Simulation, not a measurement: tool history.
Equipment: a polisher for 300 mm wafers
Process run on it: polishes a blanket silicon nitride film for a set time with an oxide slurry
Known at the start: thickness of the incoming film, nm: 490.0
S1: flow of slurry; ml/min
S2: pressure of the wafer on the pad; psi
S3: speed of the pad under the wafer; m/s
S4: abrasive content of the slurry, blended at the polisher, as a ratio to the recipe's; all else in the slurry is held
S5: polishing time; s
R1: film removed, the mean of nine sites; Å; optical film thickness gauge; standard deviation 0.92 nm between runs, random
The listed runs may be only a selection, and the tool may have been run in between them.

| run | hour | S1 | S2 | S3 | S4 | S5 | R1 |
|---|---|---|---|---|---|---|---|
| 1 | 0.0 | 255 | 2.9 | 1.18 | 1.0 | 101 | 672.47 |
| 2 | 8.5 | 255 | 3.0 | 1.18 | 1.0 | 101 | 706.22 |
| 3 | 17.0 | 255 | 3.0 | 1.18 | 1.0 | 101 | 682.38 |
| 4 | 20.3 | 255 | 3.1 | 1.18 | 1.0 | 101 | 721.94 |
| 5 | 26.6 | 255 | 3.2 | 1.18 | 1.0 | 101 | 745.60 |
| 6 | 27.2 | 255 | 3.3 | 1.18 | 1.0 | 101 | 760.38 |
| 7 | 30.3 | 255 | 3.4 | 1.18 | 1.0 | 101 | 790.78 |
| 8 | 33.1 | 255 | 3.5 | 1.18 | 1.0 | 101 | 828.47 |

What will run 9 give?
| 9 | 37.3 | 260 | 3.8 | 1.18 | 1.0 | 101 | ? |

R1: 875.80 Å
